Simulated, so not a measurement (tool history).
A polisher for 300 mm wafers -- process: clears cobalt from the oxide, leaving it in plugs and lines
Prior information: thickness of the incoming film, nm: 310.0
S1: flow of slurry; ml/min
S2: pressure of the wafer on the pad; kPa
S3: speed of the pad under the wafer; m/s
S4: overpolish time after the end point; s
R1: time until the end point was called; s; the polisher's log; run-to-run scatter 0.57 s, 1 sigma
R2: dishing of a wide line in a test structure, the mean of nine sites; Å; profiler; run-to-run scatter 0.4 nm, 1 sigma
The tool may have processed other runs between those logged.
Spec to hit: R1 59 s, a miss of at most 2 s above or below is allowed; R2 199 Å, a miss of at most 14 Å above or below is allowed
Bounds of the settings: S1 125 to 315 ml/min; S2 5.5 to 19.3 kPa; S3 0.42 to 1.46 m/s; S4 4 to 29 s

Run 1, hour 0: S1 205 ml/min, S2 12.4 kPa, S3 0.94 m/s, S4 15 s. Result: R1 89.592 s, R2 390.19 Å.
Run 2, hour 7: S1 205 ml/min, S2 13.8 kPa, S3 0.94 m/s, S4 12 s. Result: R1 80.897 s, R2 362.18 Å.
Run 3, hour 9.3: S1 205 ml/min, S2 15.2 kPa, S3 0.92 m/s, S4 10 s. Result: R1 75.798 s, R2 335.69 Å.
Run 4, hour 15.1: S1 215 ml/min, S2 16.5 kPa, S3 0.88 m/s, S4 8 s. Result: R1 71.145 s, R2 307.53 Å.
Run 5, hour 17.4: S1 245 ml/min, S2 17.2 kPa, S3 0.86 m/s, S4 7 s. Result: R1 68.556 s, R2 274.25 Å.
Run 6, hour 20.1: S1 265 ml/min, S2 17.9 kPa, S3 0.84 m/s, S4 6 s. Result: R1 65.202 s, R2 251.38 Å.
Run 7, hour 24.8: S1 265 ml/min, S2 17.9 kPa, S3 0.84 m/s, S4 6 s. Result: R1 65.947 s, R2 256.76 Å.
Run 8, hour 26.8: S1 280 ml/min, S2 18.6 kPa, S3 0.84 m/s, S4 5 s. Result: R1 62.887 s, R2 227.18 Å.
Run 9, hour 29.4: S1 290 ml/min, S2 18.6 kPa, S3 0.84 m/s, S4 5 s. Result: R1 63.672 s, R2 223.7 Å.
Run 10, hour 37.8: S1 295 ml/min, S2 18.6 kPa, S3 0.84 m/s, S4 5 s. Result: R1 63.958 s, R2 219.68 Å.
Run 11, hour 43.8: S1 300 ml/min, S2 18.6 kPa, S3 0.84 m/s, S4 5 s. Result: R1 62.772 s, R2 230.13 Å.
Run 12, hour 46.8: S1 305 ml/min, S2 18.6 kPa, S3 0.84 m/s, S4 5 s. Result: R1 64.206 s, R2 227.5 Å.
Run 13, hour 47.9: S1 310 ml/min, S2 18.6 kPa, S3 0.84 m/s, S4 5 s. Result: R1 63.549 s, R2 236.45 Å.
Run 14, hour 56.9: S1 260 ml/min, S2 18.6 kPa, S3 0.84 m/s, S4 5 s. Result: R1 63.269 s, R2 222.75 Å.
Run 15, hour 58.7: S1 240 ml/min, S2 18.6 kPa, S3 0.84 m/s, S4 5 s. Result: R1 64.353 s, R2 227.89 Å.
Run 16, hour 65.9: S1 295 ml/min, S2 18.6 kPa, S3 0.84 m/s, S4 4 s. Result: R1 63.159 s, R2 186.49 Å.

Below are 5 possible settings for the next run. Only one of them brings all results inside the allowed miss of their targets. Which is it?
Run A, hour 73.1: S1 290 ml/min, S2 19.3 kPa, S3 0.86 m/s, S4 5 s. Result: R1 ?, R2 ?.
Run B, hour 73.1: S1 300 ml/min, S2 17.2 kPa, S3 0.88 m/s, S4 6 s. Result: R1 ?, R2 ?.
Run C, hour 73.1: S1 245 ml/min, S2 15.9 kPa, S3 0.98 m/s, S4 4 s. Result: R1 ?, R2 ?.
Run D, hour 73.1: S1 300 ml/min, S2 18.6 kPa, S3 0.9 m/s, S4 5 s. Result: R1 ?, R2 ?.
Run E, hour 73.1: S1 250 ml/min, S2 19.3 kPa, S3 0.88 m/s, S4 4 s. Result: R1 ?, R2 ?.

move      R1      R2
   A  59.831  233.92
   B  65.403  252.35
   C  66.291  177.73
   D  59.549  234.82
   E   59.63  194.64
A: brings the last run's worst result on target, with another outside its allowed miss
B: lands further from the targets than the last run did
C: lands further from the targets than the last run did
D: brings the last run's worst result on target, with another outside its allowed miss
E: each result inside its tolerance
The move that meets every target is E.
